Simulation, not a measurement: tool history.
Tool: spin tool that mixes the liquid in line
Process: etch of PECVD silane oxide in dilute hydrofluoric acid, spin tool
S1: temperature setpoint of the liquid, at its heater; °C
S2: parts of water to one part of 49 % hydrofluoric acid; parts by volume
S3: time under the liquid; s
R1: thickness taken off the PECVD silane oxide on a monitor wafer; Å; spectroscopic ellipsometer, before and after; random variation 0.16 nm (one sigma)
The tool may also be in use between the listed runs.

run 1 hour=0.0 | S1=26.0 S2=105 S3=15 | R1=77.464
run 2 hour=3.0 | S1=28.0 S2=95 S3=15 | R1=92.542
run 3 hour=8.6 | S1=28.0 S2=95 S3=15 | R1=94.043
run 4 hour=14.7 | S1=28.0 S2=95 S3=15 | R1=92.828
run 5 hour=16.1 | S1=28.0 S2=115 S3=15 | R1=74.416
run 6 hour=25.1 | S1=29.5 S2=100 S3=15 | R1=93.191
run 7 hour=32.2 | S1=30.5 S2=90 S3=15 | R1=108.280
run 8 hour=40.1 | S1=31.5 S2=85 S3=15 | R1=119.580

The next listed run, before its measurement:
run 9 hour=44.2 | S1=34.0 S2=60 S3=15 | R1=?

{"run 9": {"R1": 193.02}}
